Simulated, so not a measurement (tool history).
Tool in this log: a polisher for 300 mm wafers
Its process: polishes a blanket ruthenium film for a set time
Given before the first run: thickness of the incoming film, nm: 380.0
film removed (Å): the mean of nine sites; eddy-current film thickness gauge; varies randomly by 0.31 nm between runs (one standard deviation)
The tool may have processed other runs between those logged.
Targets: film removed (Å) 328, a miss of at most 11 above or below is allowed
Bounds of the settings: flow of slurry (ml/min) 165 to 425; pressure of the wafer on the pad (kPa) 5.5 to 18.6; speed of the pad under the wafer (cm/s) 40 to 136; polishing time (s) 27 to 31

| run | hour | flow of slurry (ml/min) | pressure of the wafer on the pad (kPa) | speed of the pad under the wafer (cm/s) | polishing time (s) | film removed (Å) |
|---|---|---|---|---|---|---|
| 1 | 0 | 275 | 11.7 | 88 | 31 | 219.41 |
| 2 | 2.5 | 275 | 9 | 88 | 31 | 179.46 |
| 3 | 3.7 | 275 | 10.3 | 88 | 31 | 197.69 |
| 4 | 9.2 | 275 | 11.7 | 88 | 31 | 215.01 |
| 5 | 9.8 | 275 | 11.7 | 88 | 31 | 216.31 |
| 6 | 12.5 | 275 | 9.7 | 88 | 31 | 188.5 |
| 7 | 19.2 | 275 | 11 | 88 | 31 | 206.07 |
| 8 | 27.4 | 280 | 14.5 | 90 | 31 | 255.54 |
|  | 35.1 | worn pad replaced by a new one |
| 9 | 35.1 | 280 | 17.9 | 92 | 31 | 340.71 |

Which of these 5 next moves meets every target?
| A | 42.8 | 265 | 16.5 | 100 | 29 | ? |
| B | 42.8 | 240 | 18.6 | 94 | 31 | ? |
| C | 42.8 | 255 | 18.6 | 98 | 31 | ? |
| D | 42.8 | 270 | 17.2 | 98 | 31 | ? |
| E | 42.8 | 305 | 15.9 | 94 | 29 | ? |

| move | film removed (Å) |
|---|---|
| A | 322.45 |
| B | 351.68 |
| C | 368.92 |
| D | 349.55 |
| E | 298.14 |
A: hits every target within its allowed miss
B: lands further from the targets than the last run did
C: lands further from the targets than the last run did
D: lands further from the targets than the last run did
E: carries the result that was furthest off beyond its target, to the other side
A is the move that brings every result within its allowed miss.

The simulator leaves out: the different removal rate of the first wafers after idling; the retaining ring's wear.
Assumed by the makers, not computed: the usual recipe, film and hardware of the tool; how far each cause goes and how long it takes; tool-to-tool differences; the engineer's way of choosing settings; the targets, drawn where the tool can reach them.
